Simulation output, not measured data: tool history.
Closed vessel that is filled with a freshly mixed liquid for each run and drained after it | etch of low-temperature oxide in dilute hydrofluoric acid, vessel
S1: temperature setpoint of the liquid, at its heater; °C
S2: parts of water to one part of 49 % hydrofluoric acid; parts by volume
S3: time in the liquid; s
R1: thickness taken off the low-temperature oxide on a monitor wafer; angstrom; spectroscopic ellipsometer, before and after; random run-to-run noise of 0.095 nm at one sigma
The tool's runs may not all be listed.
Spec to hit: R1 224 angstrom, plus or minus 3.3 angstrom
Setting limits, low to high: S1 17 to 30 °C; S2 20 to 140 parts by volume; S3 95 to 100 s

run  hour    S1  S2   S3      R1
  1     0    22  75   95  273.24
  2   1.6    22  50   95  426.67
  3   2.7    22  50  100  451.63
  4   8.7  20.5  50  100  422.97
  5  10.1  20.5  50   95  400.48
  6    12  20.5  50   95     400
  7  12.9    20  55   95  356.43
  8  21.7  19.5  60   95  315.25
  9    26    19  60   95  310.66

Exercise: of the 4 proposed moves below, exactly one satisfies all targets within the stated allowed misses. Which move is it?
  A  30.3    17  75  100   ?
  B  30.3  19.5  80   95   ?
  C  30.3    17  75   95   ?
  D  30.3    18  75   95   ?

move      R1
   A  234.91
   B  231.28
   C  223.17
   D  232.89
A: nearer the targets than the last run, but a result is still out of spec
B: nearer the targets than the last run, but a result is still out of spec
C: in spec on every target
D: nearer the targets than the last run, but a result is still out of spec
C is the move that brings every result within its allowed miss.
